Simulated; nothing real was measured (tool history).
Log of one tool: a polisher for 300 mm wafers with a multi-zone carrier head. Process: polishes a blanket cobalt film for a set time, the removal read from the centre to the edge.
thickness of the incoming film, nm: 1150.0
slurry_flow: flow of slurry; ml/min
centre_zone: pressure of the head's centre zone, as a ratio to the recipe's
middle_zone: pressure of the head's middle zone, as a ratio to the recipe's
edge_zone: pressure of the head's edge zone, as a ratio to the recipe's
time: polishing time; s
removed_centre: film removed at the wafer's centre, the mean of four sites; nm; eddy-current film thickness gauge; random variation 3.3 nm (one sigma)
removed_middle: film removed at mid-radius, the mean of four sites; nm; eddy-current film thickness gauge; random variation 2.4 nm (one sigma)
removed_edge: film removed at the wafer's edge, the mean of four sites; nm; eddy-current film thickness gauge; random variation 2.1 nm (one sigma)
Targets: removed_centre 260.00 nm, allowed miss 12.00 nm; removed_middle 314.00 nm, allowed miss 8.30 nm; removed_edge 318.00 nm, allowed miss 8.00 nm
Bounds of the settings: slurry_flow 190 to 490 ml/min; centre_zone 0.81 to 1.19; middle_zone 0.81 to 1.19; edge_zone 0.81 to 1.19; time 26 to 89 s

{"run": 1, "day": 0.0, "slurry_flow": 315, "centre_zone": 1.0, "middle_zone": 1.0, "edge_zone": 1.0, "time": 57, "removed_centre": 363.53, "removed_middle": 357.45, "removed_edge": 358.96}
{"run": 2, "day": 0.033, "slurry_flow": 315, "centre_zone": 1.05, "middle_zone": 1.0, "edge_zone": 1.0, "time": 57, "removed_centre": 372.74, "removed_middle": 354.61, "removed_edge": 362.49}
{"run": 3, "day": 0.212, "slurry_flow": 300, "centre_zone": 1.0, "middle_zone": 1.01, "edge_zone": 1.04, "time": 55, "removed_centre": 347.29, "removed_middle": 345.86, "removed_edge": 351.96}
{"run": 4, "day": 0.408, "slurry_flow": 300, "centre_zone": 1.0, "middle_zone": 0.97, "edge_zone": 1.04, "time": 55, "removed_centre": 341.05, "removed_middle": 336.72, "removed_edge": 356.13}
{"run": 5, "day": 0.692, "slurry_flow": 300, "centre_zone": 1.04, "middle_zone": 0.97, "edge_zone": 1.04, "time": 55, "removed_centre": 352.66, "removed_middle": 334.52, "removed_edge": 351.37}
{"run": 6, "day": 0.758, "slurry_flow": 285, "centre_zone": 0.99, "middle_zone": 0.98, "edge_zone": 1.05, "time": 54, "removed_centre": 331.03, "removed_middle": 330.95, "removed_edge": 347.85}
{"run": 7, "day": 0.804, "slurry_flow": 270, "centre_zone": 0.95, "middle_zone": 0.99, "edge_zone": 1.05, "time": 53, "removed_centre": 319.38, "removed_middle": 325.48, "removed_edge": 340.48}
{"run": 8, "day": 1.108, "slurry_flow": 280, "centre_zone": 0.92, "middle_zone": 1.01, "edge_zone": 1.07, "time": 52, "removed_centre": 298.72, "removed_middle": 325.75, "removed_edge": 335.85}

4 next moves are on the table. One of them brings every result within its allowed miss. Which?
{"run": "A", "day": 1.412, "slurry_flow": 335, "centre_zone": 0.83, "middle_zone": 1.05, "edge_zone": 1.09, "time": 51, "removed_centre": "?", "removed_middle": "?", "removed_edge": "?"}
{"run": "B", "day": 1.412, "slurry_flow": 355, "centre_zone": 0.88, "middle_zone": 1.09, "edge_zone": 1.17, "time": 46, "removed_centre": "?", "removed_middle": "?", "removed_edge": "?"}
{"run": "C", "day": 1.412, "slurry_flow": 245, "centre_zone": 1.01, "middle_zone": 0.97, "edge_zone": 1.07, "time": 58, "removed_centre": "?", "removed_middle": "?", "removed_edge": "?"}
{"run": "D", "day": 1.412, "slurry_flow": 260, "centre_zone": 1.05, "middle_zone": 1.02, "edge_zone": 1.0, "time": 50, "removed_centre": "?", "removed_middle": "?", "removed_edge": "?"}

move=A removed_centre=266.08 removed_middle=333.23 removed_edge=339.02
move=B removed_centre=255.89 removed_middle=310.25 removed_edge=318.01
move=C removed_centre=357.73 removed_middle=347.78 removed_edge=374.47
move=D removed_centre=322.80 removed_middle=312.68 removed_edge=313.43
A: brings the result that was furthest off to its target, and leaves another outside
B: meets every target
C: further off than the last run
D: further off than the last run
The right move is B.
